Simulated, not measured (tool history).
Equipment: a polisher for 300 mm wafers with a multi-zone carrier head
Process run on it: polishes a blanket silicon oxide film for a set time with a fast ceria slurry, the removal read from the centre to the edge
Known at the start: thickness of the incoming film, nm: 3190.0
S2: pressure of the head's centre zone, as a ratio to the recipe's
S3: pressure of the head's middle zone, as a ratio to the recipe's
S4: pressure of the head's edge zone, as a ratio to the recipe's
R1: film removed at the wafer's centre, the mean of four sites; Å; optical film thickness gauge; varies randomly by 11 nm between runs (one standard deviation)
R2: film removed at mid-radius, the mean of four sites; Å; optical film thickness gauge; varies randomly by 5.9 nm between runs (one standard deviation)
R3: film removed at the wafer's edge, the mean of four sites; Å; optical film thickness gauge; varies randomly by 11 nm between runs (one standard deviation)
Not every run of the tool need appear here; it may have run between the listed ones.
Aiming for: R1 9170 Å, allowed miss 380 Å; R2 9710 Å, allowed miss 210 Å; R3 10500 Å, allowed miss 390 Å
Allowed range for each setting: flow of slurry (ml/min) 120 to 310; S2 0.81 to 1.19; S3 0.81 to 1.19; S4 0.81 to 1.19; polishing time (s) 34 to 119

Run 1, hour 0: flow of slurry (ml/min) 200, S2 1, S3 1, S4 1, polishing time (s) 76. Result: R1 10437 Å, R2 12302 Å, R3 12116 Å.
Run 2, hour 9: flow of slurry (ml/min) 195, S2 1, S3 0.98, S4 0.99, polishing time (s) 76. Result: R1 10634 Å, R2 12021 Å, R3 11941 Å.
Run 3, hour 10.9: flow of slurry (ml/min) 195, S2 1, S3 0.98, S4 1.04, polishing time (s) 76. Result: R1 10445 Å, R2 12119 Å, R3 12247 Å.
Run 4, hour 16.8: flow of slurry (ml/min) 195, S2 1, S3 0.93, S4 1.04, polishing time (s) 76. Result: R1 10632 Å, R2 11615 Å, R3 12553 Å.
Run 5, hour 19.9: flow of slurry (ml/min) 190, S2 0.99, S3 0.92, S4 1.02, polishing time (s) 75. Result: R1 10191 Å, R2 11168 Å, R3 12194 Å.
Run 6, hour 23.2: flow of slurry (ml/min) 185, S2 0.99, S3 0.92, S4 1, polishing time (s) 75. Result: R1 10154 Å, R2 11280 Å, R3 11879 Å.
Run 7, hour 28.7: flow of slurry (ml/min) 180, S2 0.99, S3 0.91, S4 0.99, polishing time (s) 75. Result: R1 9939.4 Å, R2 11215 Å, R3 11686 Å.
Run 8, hour 35.2: flow of slurry (ml/min) 180, S2 0.99, S3 0.9, S4 0.99, polishing time (s) 74. Result: R1 10141 Å, R2 10872 Å, R3 11614 Å.
Run 9, hour 40.8: flow of slurry (ml/min) 175, S2 0.98, S3 0.89, S4 0.98, polishing time (s) 74. Result: R1 9796.2 Å, R2 10759 Å, R3 11530 Å.
At hour 45.4: centre zone pressure recalibrated.
Run 10, hour 45.4: flow of slurry (ml/min) 170, S2 0.98, S3 0.88, S4 0.97, polishing time (s) 74. Result: R1 10901 Å, R2 10510 Å, R3 11494 Å.
Run 11, hour 49.8: flow of slurry (ml/min) 170, S2 0.97, S3 0.88, S4 0.97, polishing time (s) 73. Result: R1 10545 Å, R2 10578 Å, R3 11472 Å.
Run 12, hour 53.4: flow of slurry (ml/min) 170, S2 0.97, S3 0.88, S4 0.97, polishing time (s) 73. Result: R1 10697 Å, R2 10427 Å, R3 11228 Å.
Run 13, hour 61.1: flow of slurry (ml/min) 170, S2 0.98, S3 0.88, S4 0.97, polishing time (s) 72. Result: R1 10517 Å, R2 10318 Å, R3 10971 Å.

Which of these 4 next moves meets every target?
Run A, hour 68.8: flow of slurry (ml/min) 130, S2 1.14, S3 0.85, S4 0.82, polishing time (s) 70. Result: R1 ?, R2 ?, R3 ?.
Run B, hour 68.8: flow of slurry (ml/min) 150, S2 1.07, S3 0.82, S4 0.91, polishing time (s) 71. Result: R1 ?, R2 ?, R3 ?.
Run C, hour 68.8: flow of slurry (ml/min) 140, S2 0.91, S3 0.9, S4 1.02, polishing time (s) 68. Result: R1 ?, R2 ?, R3 ?.
Run D, hour 68.8: flow of slurry (ml/min) 180, S2 1.05, S3 0.83, S4 1.01, polishing time (s) 71. Result: R1 ?, R2 ?, R3 ?.

move      R1      R2     R3
   A   11595  9297.8   9709
   B   11301  9357.9  10485
   C  9094.4  9585.2  10512
   D   11403  9689.3  11216
A: its largest miss is bigger than the last run's
B: its largest miss is bigger than the last run's
C: meets every target
D: its largest miss is bigger than the last run's
Go with C: it meets all targets.
